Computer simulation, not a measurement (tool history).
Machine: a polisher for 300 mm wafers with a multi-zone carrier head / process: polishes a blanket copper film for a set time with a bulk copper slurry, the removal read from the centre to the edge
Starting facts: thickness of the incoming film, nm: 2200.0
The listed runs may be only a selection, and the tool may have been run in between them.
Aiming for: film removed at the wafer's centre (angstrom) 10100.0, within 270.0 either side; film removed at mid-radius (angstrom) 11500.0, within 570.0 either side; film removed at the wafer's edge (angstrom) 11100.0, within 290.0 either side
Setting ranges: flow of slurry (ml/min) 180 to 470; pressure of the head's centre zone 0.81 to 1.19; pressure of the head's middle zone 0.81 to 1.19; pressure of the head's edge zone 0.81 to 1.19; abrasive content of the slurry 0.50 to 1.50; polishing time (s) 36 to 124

| run | hour | flow of slurry (ml/min) | pressure of the head's centre zone | pressure of the head's middle zone | pressure of the head's edge zone | abrasive content of the slurry | polishing time (s) | film removed at the wafer's centre (angstrom) | film removed at mid-radius (angstrom) | film removed at the wafer's edge (angstrom) |
|---|---|---|---|---|---|---|---|---|---|---|
| 1 | 0.0 | 300 | 1.00 | 1.00 | 1.00 | 1.00 | 79 | 8480.7 | 8339.0 | 8215.5 |
| 2 | 4.6 | 300 | 0.99 | 1.02 | 1.02 | 1.05 | 80 | 8623.8 | 8741.8 | 8487.2 |
| 3 | 5.3 | 300 | 0.98 | 1.03 | 1.04 | 1.10 | 81 | 8649.6 | 9007.1 | 8781.4 |
| 4 | 13.8 | 305 | 0.98 | 1.04 | 1.06 | 1.15 | 82 | 8993.8 | 9277.4 | 9041.4 |
| 5 | 18.3 | 360 | 0.98 | 1.04 | 1.06 | 1.15 | 82 | 8985.2 | 9065.9 | 9075.5 |
| 6 | 25.3 | 355 | 0.97 | 1.05 | 1.07 | 1.20 | 83 | 9210.9 | 9548.3 | 9338.6 |
| 7 | 26.5 | 355 | 0.96 | 1.05 | 1.08 | 1.25 | 84 | 9437.5 | 9742.3 | 9526.7 |
| 8 | 34.9 | 355 | 0.95 | 1.05 | 1.09 | 1.30 | 85 | 9538.9 | 9914.2 | 9723.1 |
| 9 | 43.5 | 355 | 0.95 | 1.05 | 1.09 | 1.30 | 85 | 9531.0 | 10009.0 | 9836.0 |
| 10 | 44.5 | 355 | 0.94 | 1.06 | 1.10 | 1.35 | 86 | 9530.6 | 10460.0 | 10002.0 |
| 11 | 47.3 | 355 | 0.94 | 1.06 | 1.11 | 1.35 | 87 | 9738.8 | 10670.0 | 10245.0 |
| 12 | 50.5 | 355 | 0.94 | 1.06 | 1.12 | 1.35 | 87 | 9921.0 | 10473.0 | 10183.0 |
| 13 | 56.9 | 375 | 0.87 | 1.11 | 1.19 | 1.50 | 90 | 9872.5 | 11741.0 | 10954.0 |

Exactly one of the 5 candidate moves below puts every result within its allowed miss. Which one?
| A | 63.3 | 390 | 0.83 | 1.07 | 1.19 | 1.45 | 91 | ? | ? | ? |
| B | 63.3 | 425 | 0.90 | 1.09 | 1.18 | 1.50 | 90 | ? | ? | ? |
| C | 63.3 | 470 | 0.96 | 1.14 | 1.18 | 1.40 | 85 | ? | ? | ? |
| D | 63.3 | 360 | 0.84 | 1.15 | 1.18 | 1.50 | 86 | ? | ? | ? |
| E | 63.3 | 340 | 0.84 | 1.14 | 1.18 | 1.50 | 91 | ? | ? | ? |

| move | film removed at the wafer's centre (angstrom) | film removed at mid-radius (angstrom) | film removed at the wafer's edge (angstrom) |
|---|---|---|---|
| A | 9566.4 | 11184.0 | 11229.0 |
| B | 10174.0 | 11394.0 | 11210.0 |
| C | 9986.0 | 11075.0 | 10465.0 |
| D | 9132.0 | 11262.0 | 10602.0 |
| E | 9611.3 | 11772.0 | 11178.0 |
A: further off than the last run
B: meets every target
C: brings the result that was furthest off to its target, and leaves another outside
D: further off than the last run
E: further off than the last run
Move B is the one to make.
